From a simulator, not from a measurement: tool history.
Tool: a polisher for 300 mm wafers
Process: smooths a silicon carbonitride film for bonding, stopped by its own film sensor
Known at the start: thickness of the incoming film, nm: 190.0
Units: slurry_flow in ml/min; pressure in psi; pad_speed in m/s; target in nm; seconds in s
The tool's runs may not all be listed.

{"run": 1, "hour": 0.0, "slurry_flow": 320, "pressure": 1.8, "pad_speed": 1.0, "slurry_solids": 1.0, "target": 151, "seconds": 169.52}
{"run": 2, "hour": 4.0, "slurry_flow": 320, "pressure": 2.0, "pad_speed": 1.0, "slurry_solids": 1.0, "target": 151, "seconds": 151.51}
{"run": 3, "hour": 6.7, "slurry_flow": 320, "pressure": 2.0, "pad_speed": 1.14, "slurry_solids": 1.0, "target": 151, "seconds": 143.83}
{"run": 4, "hour": 10.5, "slurry_flow": 245, "pressure": 2.0, "pad_speed": 1.14, "slurry_solids": 1.0, "target": 151, "seconds": 150.11}
{"run": 5, "hour": 19.4, "slurry_flow": 245, "pressure": 2.0, "pad_speed": 1.04, "slurry_solids": 1.0, "target": 151, "seconds": 150.12}
{"run": 6, "hour": 21.1, "slurry_flow": 245, "pressure": 2.2, "pad_speed": 1.04, "slurry_solids": 1.0, "target": 151, "seconds": 135.28}
{"run": 7, "hour": 27.0, "slurry_flow": 245, "pressure": 2.0, "pad_speed": 1.02, "slurry_solids": 1.0, "target": 151, "seconds": 155.59}

Forecast run 8:
{"run": 8, "hour": 28.6, "slurry_flow": 245, "pressure": 1.9, "pad_speed": 1.0, "slurry_solids": 1.0, "target": 151, "seconds": "?"}

seconds: 170.34 s

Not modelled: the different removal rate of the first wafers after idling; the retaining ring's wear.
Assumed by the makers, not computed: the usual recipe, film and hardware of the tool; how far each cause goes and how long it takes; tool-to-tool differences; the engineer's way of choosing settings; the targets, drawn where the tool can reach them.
